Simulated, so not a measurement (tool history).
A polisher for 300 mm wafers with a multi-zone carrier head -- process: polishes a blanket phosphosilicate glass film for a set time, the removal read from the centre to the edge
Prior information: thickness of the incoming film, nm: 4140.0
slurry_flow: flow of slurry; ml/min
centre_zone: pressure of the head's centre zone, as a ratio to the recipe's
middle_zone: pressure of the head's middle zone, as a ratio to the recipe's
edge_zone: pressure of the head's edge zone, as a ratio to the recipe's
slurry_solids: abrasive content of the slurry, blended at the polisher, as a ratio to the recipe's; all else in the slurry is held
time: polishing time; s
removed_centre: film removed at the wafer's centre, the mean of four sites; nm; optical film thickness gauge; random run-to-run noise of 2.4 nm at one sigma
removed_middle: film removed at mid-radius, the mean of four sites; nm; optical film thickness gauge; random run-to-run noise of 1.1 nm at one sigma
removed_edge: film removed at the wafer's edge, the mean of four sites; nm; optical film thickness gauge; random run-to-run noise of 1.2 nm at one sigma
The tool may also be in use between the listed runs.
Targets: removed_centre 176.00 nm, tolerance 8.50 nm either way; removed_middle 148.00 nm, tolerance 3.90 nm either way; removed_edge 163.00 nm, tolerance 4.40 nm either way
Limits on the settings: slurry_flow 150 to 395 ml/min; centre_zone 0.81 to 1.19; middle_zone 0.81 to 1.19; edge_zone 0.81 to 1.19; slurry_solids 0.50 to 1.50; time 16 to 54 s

run	day	slurry_flow	centre_zone	middle_zone	edge_zone	slurry_solids	time	removed_centre	removed_middle	removed_edge
1	0.000	250	1.00	1.00	1.00	1.00	35	230.29	221.84	231.17
2	0.317	245	1.00	0.98	0.98	0.95	35	230.10	216.81	219.00
3	0.662	205	1.00	0.98	0.98	0.95	35	220.91	210.21	218.99
4	0.929	205	1.00	0.98	0.93	0.95	35	222.76	208.35	216.16
5	1.158	200	1.00	0.96	0.93	0.90	35	211.56	203.04	208.34
6	1.188	200	1.06	0.96	0.93	0.90	35	230.73	201.12	207.64
7	1.217	195	1.06	0.94	0.93	0.85	35	220.91	190.96	203.61
8	1.321	195	1.06	0.93	0.92	0.80	35	211.02	182.92	194.85
9	1.483	195	1.06	0.92	0.91	0.75	35	203.71	177.51	186.39
10	1.858	170	1.03	0.82	0.87	0.55	35	171.45	136.45	156.50

Which of these 5 next moves meets every target?
A	2.233	220	1.13	0.87	0.81	0.65	30	?	?	?
B	2.233	170	1.09	0.81	1.02	0.60	33	?	?	?
C	2.233	150	1.03	0.85	0.83	0.50	40	?	?	?
D	2.233	165	1.06	0.89	0.83	0.65	33	?	?	?
E	2.233	170	1.13	0.89	0.86	0.50	36	?	?	?

move	removed_centre	removed_middle	removed_edge
A	174.54	137.52	146.23
B	170.53	132.34	166.80
C	173.89	147.44	163.96
D	172.30	146.95	157.09
E	174.59	140.56	152.48
A: misses by more than the last run did
B: misses by more than the last run did
C: each result inside its tolerance
D: brings the result that was furthest off to its target, and leaves another outside
E: moves toward the targets from the last run without getting all of them in spec
Go with C: it meets all targets.

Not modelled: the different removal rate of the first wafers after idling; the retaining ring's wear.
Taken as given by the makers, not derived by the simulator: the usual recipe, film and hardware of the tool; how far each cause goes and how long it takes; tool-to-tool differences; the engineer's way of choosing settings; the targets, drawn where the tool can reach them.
